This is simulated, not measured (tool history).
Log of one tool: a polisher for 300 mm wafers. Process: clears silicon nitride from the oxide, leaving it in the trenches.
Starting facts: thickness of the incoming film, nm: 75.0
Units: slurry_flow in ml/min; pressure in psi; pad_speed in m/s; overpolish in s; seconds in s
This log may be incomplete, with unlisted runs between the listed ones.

run,hour,slurry_flow,pressure,pad_speed,overpolish,seconds
1,0.0,145,2.6,0.96,27,100.52
2,0.6,145,2.6,0.96,27,100.50
3,9.2,145,2.5,0.96,27,104.86
4,12.0,145,2.4,0.96,27,108.80
5,18.2,145,2.3,0.96,27,116.15
6,22.4,145,2.3,0.84,27,125.57
7,30.4,145,2.3,0.84,27,128.54

Run 8 comes next. What will it give?
8,36.8,140,2.2,0.84,27,?

Run 8 yielded seconds 129.84 s.

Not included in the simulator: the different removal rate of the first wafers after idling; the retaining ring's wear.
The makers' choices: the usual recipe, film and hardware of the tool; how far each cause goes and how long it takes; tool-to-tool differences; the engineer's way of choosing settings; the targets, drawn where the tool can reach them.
